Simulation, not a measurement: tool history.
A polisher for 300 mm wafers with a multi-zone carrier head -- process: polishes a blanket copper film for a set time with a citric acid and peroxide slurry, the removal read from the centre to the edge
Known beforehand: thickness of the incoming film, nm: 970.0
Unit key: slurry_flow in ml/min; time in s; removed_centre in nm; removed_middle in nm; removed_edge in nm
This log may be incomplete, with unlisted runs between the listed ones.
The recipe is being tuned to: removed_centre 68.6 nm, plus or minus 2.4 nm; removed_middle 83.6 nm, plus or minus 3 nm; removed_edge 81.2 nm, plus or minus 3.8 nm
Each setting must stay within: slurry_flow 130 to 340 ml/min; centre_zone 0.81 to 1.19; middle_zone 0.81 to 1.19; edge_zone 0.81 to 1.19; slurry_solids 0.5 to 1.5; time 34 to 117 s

{"run": 1, "day": 0.0, "slurry_flow": 220, "centre_zone": 1, "middle_zone": 1, "edge_zone": 1, "slurry_solids": 1, "time": 75, "removed_centre": 127.38, "removed_middle": 130.64, "removed_edge": 127.67}
{"run": 2, "day": 0.025, "slurry_flow": 220, "centre_zone": 1, "middle_zone": 0.92, "edge_zone": 1, "slurry_solids": 1, "time": 75, "removed_centre": 128.31, "removed_middle": 122.3, "removed_edge": 129.42}
{"run": 3, "day": 0.062, "slurry_flow": 220, "centre_zone": 0.93, "middle_zone": 0.92, "edge_zone": 1, "slurry_solids": 1, "time": 75, "removed_centre": 115.77, "removed_middle": 123.75, "removed_edge": 125.72}
{"run": 4, "day": 0.254, "slurry_flow": 220, "centre_zone": 0.93, "middle_zone": 0.92, "edge_zone": 1, "slurry_solids": 1.15, "time": 75, "removed_centre": 120.23, "removed_middle": 125.32, "removed_edge": 130.59}
{"run": 5, "day": 0.438, "slurry_flow": 220, "centre_zone": 0.93, "middle_zone": 0.92, "edge_zone": 1.06, "slurry_solids": 1.15, "time": 75, "removed_centre": 121.61, "removed_middle": 124.87, "removed_edge": 133.68}
{"run": 6, "day": 0.504, "slurry_flow": 215, "centre_zone": 0.91, "middle_zone": 0.91, "edge_zone": 1.04, "slurry_solids": 1.05, "time": 71, "removed_centre": 112.14, "removed_middle": 114, "removed_edge": 127.17}
{"run": 7, "day": 0.696, "slurry_flow": 220, "centre_zone": 0.89, "middle_zone": 0.92, "edge_zone": 1.01, "slurry_solids": 1, "time": 66, "removed_centre": 98.478, "removed_middle": 106.47, "removed_edge": 112.26}
{"run": 8, "day": 0.992, "slurry_flow": 220, "centre_zone": 0.89, "middle_zone": 0.92, "edge_zone": 1.01, "slurry_solids": 1, "time": 66, "removed_centre": 98.191, "removed_middle": 105.55, "removed_edge": 110.21}
{"run": 9, "day": 1.05, "slurry_flow": 215, "centre_zone": 0.88, "middle_zone": 0.92, "edge_zone": 1, "slurry_solids": 0.9, "time": 65, "removed_centre": 94.777, "removed_middle": 103.38, "removed_edge": 107.88}
{"run": 10, "day": 1.375, "slurry_flow": 215, "centre_zone": 0.87, "middle_zone": 0.92, "edge_zone": 0.99, "slurry_solids": 0.85, "time": 63, "removed_centre": 90.538, "removed_middle": 98.146, "removed_edge": 99.593}
{"run": 11, "day": 1.612, "slurry_flow": 210, "centre_zone": 0.86, "middle_zone": 0.94, "edge_zone": 1.01, "slurry_solids": 0.8, "time": 60, "removed_centre": 82.214, "removed_middle": 92.504, "removed_edge": 98.585}
{"run": 12, "day": 1.758, "slurry_flow": 185, "centre_zone": 0.81, "middle_zone": 0.97, "edge_zone": 0.91, "slurry_solids": 0.55, "time": 56, "removed_centre": 65.233, "removed_middle": 80.794, "removed_edge": 77.794}

4 candidate next runs follow, results not yet known. Just one meets every target within its allowed miss. Identify it.
{"run": "A", "day": 1.904, "slurry_flow": 240, "centre_zone": 0.88, "middle_zone": 1.04, "edge_zone": 0.86, "slurry_solids": 0.5, "time": 54, "removed_centre": "?", "removed_middle": "?", "removed_edge": "?"}
{"run": "B", "day": 1.904, "slurry_flow": 240, "centre_zone": 0.86, "middle_zone": 1.03, "edge_zone": 1.04, "slurry_solids": 0.6, "time": 53, "removed_centre": "?", "removed_middle": "?", "removed_edge": "?"}
{"run": "C", "day": 1.904, "slurry_flow": 215, "centre_zone": 0.95, "middle_zone": 1.07, "edge_zone": 0.82, "slurry_solids": 0.5, "time": 54, "removed_centre": "?", "removed_middle": "?", "removed_edge": "?"}
{"run": "D", "day": 1.904, "slurry_flow": 180, "centre_zone": 0.81, "middle_zone": 1.13, "edge_zone": 0.86, "slurry_solids": 0.75, "time": 50, "removed_centre": "?", "removed_middle": "?", "removed_edge": "?"}

move=A removed_centre=67.895 removed_middle=81.919 removed_edge=72.086
move=B removed_centre=68.167 removed_middle=83.482 removed_edge=81.014
move=C removed_centre=72.654 removed_middle=83.178 removed_edge=70.094
move=D removed_centre=62.4 removed_middle=88.09 removed_edge=72.513
A: the worst result of the last run now meets its target, but another is out of spec
B: hits every target within its allowed miss
C: carries the result that was furthest off beyond its target, to the other side
D: further off than the last run
B is the move that brings every result within its allowed miss.

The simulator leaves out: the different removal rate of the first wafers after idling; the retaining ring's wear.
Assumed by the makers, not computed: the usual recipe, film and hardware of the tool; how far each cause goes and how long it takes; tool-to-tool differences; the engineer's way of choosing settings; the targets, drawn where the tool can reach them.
